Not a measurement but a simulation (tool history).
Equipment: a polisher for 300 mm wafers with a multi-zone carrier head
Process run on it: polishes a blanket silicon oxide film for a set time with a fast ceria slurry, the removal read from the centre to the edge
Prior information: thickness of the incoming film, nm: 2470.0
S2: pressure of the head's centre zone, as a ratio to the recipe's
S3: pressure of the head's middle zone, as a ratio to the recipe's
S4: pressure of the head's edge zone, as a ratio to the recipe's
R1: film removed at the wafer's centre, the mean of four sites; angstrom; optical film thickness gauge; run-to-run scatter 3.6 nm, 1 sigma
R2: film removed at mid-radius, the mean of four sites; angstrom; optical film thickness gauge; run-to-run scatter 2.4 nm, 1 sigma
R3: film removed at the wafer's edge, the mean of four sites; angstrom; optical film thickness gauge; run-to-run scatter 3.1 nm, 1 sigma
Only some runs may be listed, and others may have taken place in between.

Run 1, hour 0.0: flow of slurry (ml/min) 275, S2 1.00, S3 1.00, S4 1.00, polishing time (s) 59. Result: R1 5376.6 angstrom, R2 5493.2 angstrom, R3 5363.7 angstrom.
Run 2, hour 8.3: flow of slurry (ml/min) 275, S2 1.00, S3 0.93, S4 1.00, polishing time (s) 59. Result: R1 5377.1 angstrom, R2 5284.0 angstrom, R3 5370.0 angstrom.
Run 3, hour 15.4: flow of slurry (ml/min) 275, S2 1.00, S3 0.93, S4 1.00, polishing time (s) 51. Result: R1 4623.5 angstrom, R2 4555.3 angstrom, R3 4670.8 angstrom.
Run 4, hour 19.9: flow of slurry (ml/min) 275, S2 1.00, S3 0.93, S4 0.95, polishing time (s) 51. Result: R1 4656.2 angstrom, R2 4547.0 angstrom, R3 4524.7 angstrom.
Run 5, hour 21.4: flow of slurry (ml/min) 270, S2 0.99, S3 0.92, S4 0.93, polishing time (s) 48. Result: R1 4388.2 angstrom, R2 4212.4 angstrom, R3 4265.2 angstrom.
Run 6, hour 22.8: flow of slurry (ml/min) 270, S2 0.98, S3 0.93, S4 0.91, polishing time (s) 46. Result: R1 4085.9 angstrom, R2 4109.2 angstrom, R3 4036.3 angstrom.
Run 7, hour 24.4: flow of slurry (ml/min) 270, S2 0.98, S3 0.92, S4 0.89, polishing time (s) 45. Result: R1 4004.0 angstrom, R2 4011.2 angstrom, R3 3919.1 angstrom.
Run 8, hour 27.5: flow of slurry (ml/min) 265, S2 0.98, S3 0.91, S4 0.88, polishing time (s) 44. Result: R1 3928.5 angstrom, R2 3860.5 angstrom, R3 3775.5 angstrom.
Run 9, hour 28.8: flow of slurry (ml/min) 255, S2 0.97, S3 0.90, S4 0.87, polishing time (s) 44. Result: R1 3854.1 angstrom, R2 3817.6 angstrom, R3 3811.3 angstrom.
Run 10, hour 32.8: flow of slurry (ml/min) 275, S2 0.99, S3 0.91, S4 0.84, polishing time (s) 36. Result: R1 3238.7 angstrom, R2 3203.1 angstrom, R3 3036.9 angstrom.
Run 11, hour 38.7: flow of slurry (ml/min) 275, S2 0.99, S3 0.92, S4 0.86, polishing time (s) 36. Result: R1 3219.9 angstrom, R2 3216.9 angstrom, R3 3115.0 angstrom.
Run 12, hour 45.8: flow of slurry (ml/min) 275, S2 1.00, S3 0.93, S4 0.87, polishing time (s) 37. Result: R1 3379.7 angstrom, R2 3308.1 angstrom, R3 3194.9 angstrom.
Run 13, hour 47.3: flow of slurry (ml/min) 275, S2 1.00, S3 0.94, S4 0.88, polishing time (s) 37. Result: R1 3372.4 angstrom, R2 3352.5 angstrom, R3 3192.7 angstrom.
Run 14, hour 54.0: flow of slurry (ml/min) 275, S2 1.00, S3 0.94, S4 0.89, polishing time (s) 37. Result: R1 3406.5 angstrom, R2 3292.8 angstrom, R3 3216.0 angstrom.
Run 15, hour 56.1: flow of slurry (ml/min) 275, S2 1.00, S3 0.95, S4 0.89, polishing time (s) 37. Result: R1 3340.0 angstrom, R2 3318.0 angstrom, R3 3228.7 angstrom.
Run 16, hour 64.1: flow of slurry (ml/min) 280, S2 1.00, S3 0.95, S4 0.89, polishing time (s) 37. Result: R1 3408.3 angstrom, R2 3363.4 angstrom, R3 3220.1 angstrom.
Run 17, hour 71.6: flow of slurry (ml/min) 280, S2 1.00, S3 0.95, S4 0.90, polishing time (s) 37. Result: R1 3399.9 angstrom, R2 3354.4 angstrom, R3 3227.5 angstrom.
Run 18, hour 75.8: flow of slurry (ml/min) 280, S2 1.00, S3 0.95, S4 0.91, polishing time (s) 37. Result: R1 3386.1 angstrom, R2 3361.4 angstrom, R3 3238.6 angstrom.
Run 19, hour 82.0: flow of slurry (ml/min) 280, S2 1.00, S3 0.95, S4 0.92, polishing time (s) 37. Result: R1 3398.8 angstrom, R2 3352.3 angstrom, R3 3237.2 angstrom.

The next listed run, before its measurement:
Run 20, hour 86.7: flow of slurry (ml/min) 280, S2 1.00, S3 0.95, S4 0.92, polishing time (s) 37. Result: R1 ?, R2 ?, R3 ?.

{"run 20": {"R1": 3377.2, "R2": 3369.9, "R3": 3309.2}}
